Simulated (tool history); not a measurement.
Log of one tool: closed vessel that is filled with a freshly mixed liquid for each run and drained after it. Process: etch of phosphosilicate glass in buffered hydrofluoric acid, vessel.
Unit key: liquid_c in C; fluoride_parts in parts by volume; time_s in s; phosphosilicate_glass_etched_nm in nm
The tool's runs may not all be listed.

run,hour,liquid_c,fluoride_parts,time_s,phosphosilicate_glass_etched_nm
1,0,21,17,100,267.51
2,6.2,21,17,105,283.74
3,9.1,17.5,17,105,230.5
4,11.6,19.5,16,105,272.5
5,14.1,19.5,16,105,272.85
6,16,22.5,16,105,326.03
7,19.1,23.5,15,105,359.9

What will run 8 give?
8,22,24.5,14,105,?

phosphosilicate_glass_etched_nm: 415.75 nm

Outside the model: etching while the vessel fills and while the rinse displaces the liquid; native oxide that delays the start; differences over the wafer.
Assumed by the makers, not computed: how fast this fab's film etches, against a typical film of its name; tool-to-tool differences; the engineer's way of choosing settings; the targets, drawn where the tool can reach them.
